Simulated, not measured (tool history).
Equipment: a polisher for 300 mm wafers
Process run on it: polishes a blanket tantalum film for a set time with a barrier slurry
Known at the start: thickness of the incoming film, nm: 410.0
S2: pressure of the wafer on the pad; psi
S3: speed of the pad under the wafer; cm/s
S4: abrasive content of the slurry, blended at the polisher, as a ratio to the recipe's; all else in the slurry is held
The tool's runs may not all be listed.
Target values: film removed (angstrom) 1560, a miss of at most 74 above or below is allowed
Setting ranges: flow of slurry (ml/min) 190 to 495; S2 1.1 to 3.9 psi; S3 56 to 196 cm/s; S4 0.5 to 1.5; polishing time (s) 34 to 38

Run 1, hour 0: flow of slurry (ml/min) 320, S2 2.5 psi, S3 126 cm/s, S4 1, polishing time (s) 38. Result: film removed (angstrom) 1042.8.
Run 2, hour 1.6: flow of slurry (ml/min) 320, S2 2.5 psi, S3 126 cm/s, S4 1.15, polishing time (s) 38. Result: film removed (angstrom) 1090.4.
Run 3, hour 2.2: flow of slurry (ml/min) 320, S2 1.9 psi, S3 126 cm/s, S4 1.15, polishing time (s) 38. Result: film removed (angstrom) 864.24.
Run 4, hour 9.5: flow of slurry (ml/min) 320, S2 1.9 psi, S3 154 cm/s, S4 1.15, polishing time (s) 38. Result: film removed (angstrom) 1039.7.
Run 5, hour 16.2: flow of slurry (ml/min) 320, S2 2.2 psi, S3 156 cm/s, S4 1.15, polishing time (s) 38. Result: film removed (angstrom) 1166.8.
Run 6, hour 16.9: flow of slurry (ml/min) 320, S2 1.6 psi, S3 156 cm/s, S4 1.15, polishing time (s) 38. Result: film removed (angstrom) 934.68.
Run 7, hour 19.5: flow of slurry (ml/min) 320, S2 2 psi, S3 158 cm/s, S4 1.15, polishing time (s) 38. Result: film removed (angstrom) 1112.2.
Run 8, hour 24.5: flow of slurry (ml/min) 320, S2 2.2 psi, S3 160 cm/s, S4 1.15, polishing time (s) 38. Result: film removed (angstrom) 1239.1.
Run 9, hour 33.5: flow of slurry (ml/min) 320, S2 2.4 psi, S3 160 cm/s, S4 1.15, polishing time (s) 38. Result: film removed (angstrom) 1301.7.
Run 10, hour 40.8: flow of slurry (ml/min) 320, S2 2.5 psi, S3 160 cm/s, S4 1.15, polishing time (s) 38. Result: film removed (angstrom) 1330.
Run 11, hour 46.3: flow of slurry (ml/min) 320, S2 2.6 psi, S3 160 cm/s, S4 1.15, polishing time (s) 38. Result: film removed (angstrom) 1368.3.
Run 12, hour 52.9: flow of slurry (ml/min) 320, S2 2.7 psi, S3 160 cm/s, S4 1.15, polishing time (s) 38. Result: film removed (angstrom) 1391.
Run 13, hour 59.8: flow of slurry (ml/min) 320, S2 2.8 psi, S3 160 cm/s, S4 1.15, polishing time (s) 38. Result: film removed (angstrom) 1453.4.

Which of these 4 next moves meets every target?
Run A, hour 66.7: flow of slurry (ml/min) 325, S2 3.3 psi, S3 164 cm/s, S4 1.05, polishing time (s) 38. Result: film removed (angstrom) ?.
Run B, hour 66.7: flow of slurry (ml/min) 285, S2 3.3 psi, S3 158 cm/s, S4 1.15, polishing time (s) 37. Result: film removed (angstrom) ?.
Run C, hour 66.7: flow of slurry (ml/min) 340, S2 2.4 psi, S3 186 cm/s, S4 1.3, polishing time (s) 34. Result: film removed (angstrom) ?.
Run D, hour 66.7: flow of slurry (ml/min) 300, S2 3.7 psi, S3 168 cm/s, S4 0.95, polishing time (s) 37. Result: film removed (angstrom) ?.

move  film removed (angstrom)
   A                   1668.9
   B                   1578.5
   C                   1379.1
   D                   1773.2
A: carries the result that was furthest off beyond its target, to the other side
B: meets every target
C: further off than the last run
D: carries the result that was furthest off beyond its target, to the other side
Correct choice: B, which meets every target
